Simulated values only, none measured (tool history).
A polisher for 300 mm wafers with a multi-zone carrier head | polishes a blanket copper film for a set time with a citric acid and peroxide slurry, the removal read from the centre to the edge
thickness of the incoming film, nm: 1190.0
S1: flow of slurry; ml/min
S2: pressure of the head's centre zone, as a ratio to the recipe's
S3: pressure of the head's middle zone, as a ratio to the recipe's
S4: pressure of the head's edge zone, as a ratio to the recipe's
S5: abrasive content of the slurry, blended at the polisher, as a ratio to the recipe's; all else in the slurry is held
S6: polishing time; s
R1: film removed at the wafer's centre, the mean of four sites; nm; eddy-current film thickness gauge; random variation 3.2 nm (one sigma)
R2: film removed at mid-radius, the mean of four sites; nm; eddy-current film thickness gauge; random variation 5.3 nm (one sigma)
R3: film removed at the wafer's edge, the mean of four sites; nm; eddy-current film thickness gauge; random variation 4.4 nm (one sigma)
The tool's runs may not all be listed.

run 1 hour=0 | S1=130 S2=1 S3=1 S4=1 S5=1 S6=82 | R1=227.72 R2=227.44 R3=230.69
run 2 hour=4.9 | S1=130 S2=1 S3=0.97 S4=1 S5=1 S6=82 | R1=227.83 R2=222.91 R3=228.34
run 3 hour=6.2 | S1=130 S2=1 S3=0.97 S4=1 S5=1 S6=95 | R1=267.15 R2=257.71 R3=260.18
run 4 hour=10 | S1=140 S2=1.02 S3=1.01 S4=1 S5=1.05 S6=96 | R1=279.77 R2=276.44 R3=271.45
run 5 hour=11.3 | S1=145 S2=1.04 S3=1.04 S4=0.99 S5=1.1 S6=97 | R1=291.88 R2=294.99 R3=278.1
run 6 hour=17 | S1=145 S2=1.04 S3=0.96 S4=0.99 S5=1.1 S6=97 | R1=295.04 R2=266.13 R3=279.57
run 7 hour=18 | S1=150 S2=1.06 S3=1 S4=0.99 S5=1.15 S6=98 | R1=301.19 R2=285.29 R3=289.01
run 8 hour=20.6 | S1=155 S2=1.08 S3=1.03 S4=0.98 S5=1.15 S6=99 | R1=318.96 R2=297.43 R3=294.32
run 9 hour=25.3 | S1=190 S2=1.07 S3=1.13 S4=0.93 S5=1.35 S6=101 | R1=349.2 R2=346.52 R3=296.85
run 10 hour=31.7 | S1=190 S2=1.07 S3=1.14 S4=0.94 S5=1.35 S6=101 | R1=348.95 R2=355.53 R3=306.11

Forecast run 11:
run 11 hour=33.9 | S1=190 S2=1.07 S3=1.15 S4=0.94 S5=1.35 S6=101 | R1=? R2=? R3=?

R1: 348.3 nm
R2: 364.18 nm
R3: 302.34 nm

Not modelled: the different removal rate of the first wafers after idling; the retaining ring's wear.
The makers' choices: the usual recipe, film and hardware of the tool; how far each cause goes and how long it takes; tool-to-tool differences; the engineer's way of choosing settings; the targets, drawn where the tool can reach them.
